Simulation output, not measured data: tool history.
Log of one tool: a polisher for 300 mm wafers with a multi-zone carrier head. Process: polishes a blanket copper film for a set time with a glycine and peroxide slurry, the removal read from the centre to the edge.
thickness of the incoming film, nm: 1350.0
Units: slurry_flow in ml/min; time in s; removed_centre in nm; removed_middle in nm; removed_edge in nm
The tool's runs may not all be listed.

run 1 hour=0 | slurry_flow=175 centre_zone=1 middle_zone=1 edge_zone=1 time=67 | removed_centre=334.62 removed_middle=331.14 removed_edge=337.16
run 2 hour=1.2 | slurry_flow=185 centre_zone=1.02 middle_zone=1.03 edge_zone=1 time=69 | removed_centre=355.87 removed_middle=356.46 removed_edge=346.32
run 3 hour=9.8 | slurry_flow=145 centre_zone=1.02 middle_zone=1.03 edge_zone=1 time=69 | removed_centre=338.36 removed_middle=339.41 removed_edge=337.05
run 4 hour=10.4 | slurry_flow=145 centre_zone=1.02 middle_zone=1.03 edge_zone=1.04 time=69 | removed_centre=339.1 removed_middle=340.88 removed_edge=343.22
run 5 hour=18.9 | slurry_flow=120 centre_zone=1.02 middle_zone=1.03 edge_zone=1.04 time=69 | removed_centre=329.22 removed_middle=333.55 removed_edge=338.27
run 6 hour=22 | slurry_flow=135 centre_zone=1.04 middle_zone=1.05 edge_zone=1.05 time=71 | removed_centre=349.14 removed_middle=354.21 removed_edge=356.87
run 7 hour=30.4 | slurry_flow=150 centre_zone=1.06 middle_zone=1.07 edge_zone=1.04 time=73 | removed_centre=372.62 removed_middle=375.51 removed_edge=365.56

Forecast run 8:
run 8 hour=37.3 | slurry_flow=165 centre_zone=1.07 middle_zone=1.09 edge_zone=1.04 time=75 | removed_centre=? removed_middle=? removed_edge=?

{"run 8": {"removed_centre": 389.18, "removed_middle": 391.15, "removed_edge": 377.41}}
